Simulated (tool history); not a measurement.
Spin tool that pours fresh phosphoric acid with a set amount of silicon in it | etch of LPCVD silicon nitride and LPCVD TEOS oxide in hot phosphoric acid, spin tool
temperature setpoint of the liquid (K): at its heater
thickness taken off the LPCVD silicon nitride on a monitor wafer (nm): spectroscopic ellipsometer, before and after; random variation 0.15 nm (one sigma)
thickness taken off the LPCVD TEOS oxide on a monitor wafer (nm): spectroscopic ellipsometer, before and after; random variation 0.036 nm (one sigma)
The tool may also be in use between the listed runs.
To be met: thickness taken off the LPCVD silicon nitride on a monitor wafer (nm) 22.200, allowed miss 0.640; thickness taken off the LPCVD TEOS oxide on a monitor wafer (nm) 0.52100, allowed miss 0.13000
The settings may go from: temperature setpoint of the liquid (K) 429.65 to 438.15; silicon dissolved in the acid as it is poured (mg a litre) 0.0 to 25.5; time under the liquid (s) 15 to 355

| run | hour | temperature setpoint of the liquid (K) | silicon dissolved in the acid as it is poured (mg a litre) | time under the liquid (s) | thickness taken off the LPCVD silicon nitride on a monitor wafer (nm) | thickness taken off the LPCVD TEOS oxide on a monitor wafer (nm) |
|---|---|---|---|---|---|---|
| 1 | 0.0 | 433.15 | 11.0 | 180 | 16.163 | 0.56001 |
| 2 | 6.8 | 433.15 | 14.5 | 180 | 16.240 | 0.54819 |
| 3 | 14.7 | 431.65 | 14.5 | 180 | 15.161 | 0.45096 |
| 4 | 18.3 | 429.65 | 14.5 | 180 | 14.505 | 0.40361 |
|  | 19.8 | dissolved silicon flow meter replaced |
| 5 | 19.8 | 431.15 | 14.5 | 180 | 15.054 | 0.40389 |
| 6 | 23.2 | 431.15 | 14.5 | 150 | 12.676 | 0.39527 |
| 7 | 31.4 | 431.15 | 15.5 | 160 | 13.326 | 0.40291 |
| 8 | 38.0 | 431.15 | 16.0 | 170 | 14.208 | 0.35941 |
| 9 | 41.7 | 431.65 | 16.0 | 175 | 14.904 | 0.39570 |
| 10 | 42.8 | 432.15 | 16.5 | 180 | 15.529 | 0.47202 |
| 11 | 51.6 | 432.15 | 16.5 | 180 | 15.571 | 0.44493 |

Which of these 4 next moves meets every target?
| A | 60.4 | 431.65 | 21.0 | 260 | ? | ? |
| B | 60.4 | 432.15 | 24.5 | 275 | ? | ? |
| C | 60.4 | 430.65 | 22.0 | 285 | ? | ? |
| D | 60.4 | 432.65 | 17.0 | 200 | ? | ? |

| move | thickness taken off the LPCVD silicon nitride on a monitor wafer (nm) | thickness taken off the LPCVD TEOS oxide on a monitor wafer (nm) |
|---|---|---|
| A | 22.102 | 0.61576 |
| B | 23.776 | 0.60643 |
| C | 23.420 | 0.60791 |
| D | 17.585 | 0.57030 |
A: meets every target
B: takes the result that was furthest off past its target
C: takes the result that was furthest off past its target
D: nearer than the last run, and not there yet
The right move is A.
